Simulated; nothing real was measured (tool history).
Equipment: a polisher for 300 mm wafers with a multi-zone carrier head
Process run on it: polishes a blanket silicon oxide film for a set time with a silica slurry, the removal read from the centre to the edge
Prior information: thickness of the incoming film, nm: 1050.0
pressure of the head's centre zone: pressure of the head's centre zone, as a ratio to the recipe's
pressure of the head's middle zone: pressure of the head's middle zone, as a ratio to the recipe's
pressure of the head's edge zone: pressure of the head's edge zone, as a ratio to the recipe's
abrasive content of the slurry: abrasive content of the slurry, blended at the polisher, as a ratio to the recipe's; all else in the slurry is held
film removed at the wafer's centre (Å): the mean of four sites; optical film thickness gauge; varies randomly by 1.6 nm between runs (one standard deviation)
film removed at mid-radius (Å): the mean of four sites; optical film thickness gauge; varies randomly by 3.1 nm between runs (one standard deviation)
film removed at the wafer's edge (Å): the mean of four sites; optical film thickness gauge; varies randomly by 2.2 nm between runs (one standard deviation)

run,day,flow of slurry (ml/min),pressure of the head's centre zone,pressure of the head's middle zone,pressure of the head's edge zone,abrasive content of the slurry,polishing time (s),film removed at the wafer's centre (Å),film removed at mid-radius (Å),film removed at the wafer's edge (Å)
1,0,175,1,1,1,1,66,3469.9,3406.9,3371.3
2,0.038,175,1,0.95,1,1,66,3495.7,3274.1,3326
3,0.333,175,1,0.9,1,1,66,3462.7,3114.3,3406.1
4,0.517,165,0.95,0.91,0.97,0.85,64,2917.9,2924.4,3001.3
5,0.854,160,0.93,0.89,0.95,0.75,62,2645,2601.5,2769.6
6,0.996,160,1,0.89,0.95,0.75,62,2807.2,2592.2,2734.8
7,1.15,150,0.96,0.89,0.93,0.7,61,2543.9,2418.1,2522.3
8,1.362,140,0.92,0.89,0.92,0.65,61,2307.3,2325.2,2416.7
9,1.6,130,0.9,0.9,0.92,0.65,61,2231.4,2251,2348
10,1.8,125,0.88,0.92,0.92,0.65,61,2164.1,2296.6,2396.4

Run 11 is up next; what results do you expect?
11,2.112,120,0.87,0.93,0.91,0.65,61,?,?,?

For run 11 the tool returned film removed at the wafer's centre (Å) 2115.9, film removed at mid-radius (Å) 2254.9, film removed at the wafer's edge (Å) 2331.8.
